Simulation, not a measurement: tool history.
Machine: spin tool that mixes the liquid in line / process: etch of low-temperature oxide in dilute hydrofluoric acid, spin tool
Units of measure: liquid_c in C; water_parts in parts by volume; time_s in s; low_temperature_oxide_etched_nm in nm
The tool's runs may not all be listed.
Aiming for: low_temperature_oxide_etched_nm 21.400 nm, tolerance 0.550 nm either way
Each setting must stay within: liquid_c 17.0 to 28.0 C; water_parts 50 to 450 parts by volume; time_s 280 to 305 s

run  hour  liquid_c  water_parts  time_s  low_temperature_oxide_etched_nm
  1   0.0      20.0          250     280                           11.857
  2   0.5      20.0          250     280                           11.833
  3   4.7      20.0          250     280                           11.796
  4  12.6      21.5          240     280                           13.289
  5  15.8      22.5          230     280                           14.478
  6  21.2      23.5          225     280                           15.671
  7  23.2      24.5          220     280                           16.503
  8  32.2      25.0          215     280                           17.000
  9  36.5      25.5          210     280                           18.183
 10  45.0      26.0          210     280                           18.475
 11  45.7      26.5          205     280                           19.190
 12  50.6      28.0          190     280                           22.257

Which one of the following 4 next-run settings gets every result inside its allowed miss? There is exactly one.
  A  55.5      27.5          180     280                                ?
  B  55.5      28.0          210     305                                ?
  C  55.5      28.0          195     305                                ?
  D  55.5      26.0          185     305                                ?

move  low_temperature_oxide_etched_nm
   A                           23.404
   B                           21.473
   C                           23.534
   D                           23.353
A: further off than the last run
B: every result lands within tolerance
C: further off than the last run
D: further off than the last run
B is the move that brings every result within its allowed miss.
